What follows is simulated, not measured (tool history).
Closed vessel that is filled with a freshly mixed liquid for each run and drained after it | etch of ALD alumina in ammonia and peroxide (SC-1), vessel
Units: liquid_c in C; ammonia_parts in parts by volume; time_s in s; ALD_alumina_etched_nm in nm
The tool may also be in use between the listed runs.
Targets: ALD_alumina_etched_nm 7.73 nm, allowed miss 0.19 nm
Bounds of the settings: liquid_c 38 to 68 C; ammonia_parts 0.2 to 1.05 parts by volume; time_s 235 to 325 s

{"run": 1, "hour": 0.0, "liquid_c": 52, "ammonia_parts": 0.55, "time_s": 325, "ALD_alumina_etched_nm": 17.486}
{"run": 2, "hour": 1.4, "liquid_c": 52, "ammonia_parts": 0.35, "time_s": 325, "ALD_alumina_etched_nm": 16.822}
{"run": 3, "hour": 6.8, "liquid_c": 50, "ammonia_parts": 0.35, "time_s": 325, "ALD_alumina_etched_nm": 14.981}
{"run": 4, "hour": 14.8, "liquid_c": 50, "ammonia_parts": 0.35, "time_s": 235, "ALD_alumina_etched_nm": 10.93}
{"run": 5, "hour": 17.2, "liquid_c": 49.5, "ammonia_parts": 0.35, "time_s": 235, "ALD_alumina_etched_nm": 10.612}
{"run": 6, "hour": 19.8, "liquid_c": 49, "ammonia_parts": 0.35, "time_s": 235, "ALD_alumina_etched_nm": 10.298}
{"run": 7, "hour": 22.4, "liquid_c": 48.5, "ammonia_parts": 0.35, "time_s": 235, "ALD_alumina_etched_nm": 9.9476}
{"run": 8, "hour": 26.1, "liquid_c": 48, "ammonia_parts": 0.35, "time_s": 235, "ALD_alumina_etched_nm": 9.6903}
{"run": 9, "hour": 32.4, "liquid_c": 47.5, "ammonia_parts": 0.35, "time_s": 235, "ALD_alumina_etched_nm": 9.3986}
{"run": 10, "hour": 34.9, "liquid_c": 47, "ammonia_parts": 0.35, "time_s": 235, "ALD_alumina_etched_nm": 9.2061}
{"run": 11, "hour": 37.5, "liquid_c": 46.5, "ammonia_parts": 0.35, "time_s": 235, "ALD_alumina_etched_nm": 9.0046}
{"run": 12, "hour": 41.9, "liquid_c": 46, "ammonia_parts": 0.35, "time_s": 235, "ALD_alumina_etched_nm": 8.605}
{"run": 13, "hour": 44.2, "liquid_c": 45, "ammonia_parts": 0.35, "time_s": 235, "ALD_alumina_etched_nm": 8.1809}
{"run": 14, "hour": 45.5, "liquid_c": 43.5, "ammonia_parts": 0.35, "time_s": 235, "ALD_alumina_etched_nm": 7.4502}

Which of these 4 next moves meets every target?
{"run": "A", "hour": 46.8, "liquid_c": 42.5, "ammonia_parts": 0.2, "time_s": 250, "ALD_alumina_etched_nm": "?"}
{"run": "B", "hour": 46.8, "liquid_c": 40.5, "ammonia_parts": 0.55, "time_s": 260, "ALD_alumina_etched_nm": "?"}
{"run": "C", "hour": 46.8, "liquid_c": 38, "ammonia_parts": 0.55, "time_s": 320, "ALD_alumina_etched_nm": "?"}
{"run": "D", "hour": 46.8, "liquid_c": 42, "ammonia_parts": 0.2, "time_s": 255, "ALD_alumina_etched_nm": "?"}

move=A ALD_alumina_etched_nm=7.2351
move=B ALD_alumina_etched_nm=7.376
move=C ALD_alumina_etched_nm=7.8264
move=D ALD_alumina_etched_nm=7.1683
A: further off than the last run
B: further off than the last run
C: meets every target
D: further off than the last run
Answer: C
